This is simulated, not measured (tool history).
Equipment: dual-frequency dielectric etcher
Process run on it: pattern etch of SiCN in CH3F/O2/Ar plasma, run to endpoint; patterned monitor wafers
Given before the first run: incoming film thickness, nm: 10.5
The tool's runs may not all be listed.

run	hour	source power (W)	bias power (W)	endpoint time (s)
1	0.0	440	81	26.878
2	7.2	400	81	27.802
3	16.0	430	83	26.707
4	20.6	450	84	26.647
5	23.8	470	87	26.080
6	29.6	470	75	27.289

Run 7, settings as shown, results not yet in. Your forecast:
7	36.0	490	79	?

endpoint time (s): 26.524
